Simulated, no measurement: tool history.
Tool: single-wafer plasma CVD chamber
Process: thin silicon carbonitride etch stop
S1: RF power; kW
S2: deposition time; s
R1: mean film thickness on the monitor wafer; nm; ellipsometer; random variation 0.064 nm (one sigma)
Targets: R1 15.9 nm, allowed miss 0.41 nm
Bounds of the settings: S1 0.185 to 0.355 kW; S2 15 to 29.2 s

{"run": 1, "hour": 0.0, "S1": 0.27, "S2": 22.1, "R1": 13.052}
{"run": 2, "hour": 2.9, "S1": 0.28, "S2": 22.9, "R1": 13.769}
{"run": 3, "hour": 4.6, "S1": 0.295, "S2": 22.9, "R1": 14.115}
{"run": 4, "hour": 7.3, "S1": 0.295, "S2": 21.2, "R1": 12.973}
{"hour": 15.9, "done": "thermocouple changed; heater temperature recalibrated"}
{"run": 5, "hour": 15.9, "S1": 0.305, "S2": 21.9, "R1": 13.646}
{"run": 6, "hour": 22.8, "S1": 0.315, "S2": 22.4, "R1": 14.148}
{"run": 7, "hour": 24.0, "S1": 0.32, "S2": 22.8, "R1": 14.522}
{"run": 8, "hour": 27.3, "S1": 0.325, "S2": 23.1, "R1": 14.774}
{"run": 9, "hour": 30.8, "S1": 0.33, "S2": 23.4, "R1": 15.194}
{"run": 10, "hour": 33.8, "S1": 0.335, "S2": 23.5, "R1": 15.27}
{"run": 11, "hour": 42.6, "S1": 0.34, "S2": 23.6, "R1": 15.446}
{"run": 12, "hour": 45.6, "S1": 0.34, "S2": 23.7, "R1": 15.4}

Which of these 4 next moves meets every target?
{"run": "A", "hour": 48.6, "S1": 0.315, "S2": 23.4, "R1": "?"}
{"run": "B", "hour": 48.6, "S1": 0.34, "S2": 24.2, "R1": "?"}
{"run": "C", "hour": 48.6, "S1": 0.355, "S2": 22.3, "R1": "?"}
{"run": "D", "hour": 48.6, "S1": 0.335, "S2": 23.3, "R1": "?"}

move=A R1=14.893
move=B R1=15.896
move=C R1=14.907
move=D R1=15.213
A: further off than the last run
B: meets every target
C: further off than the last run
D: further off than the last run
The right move is B.
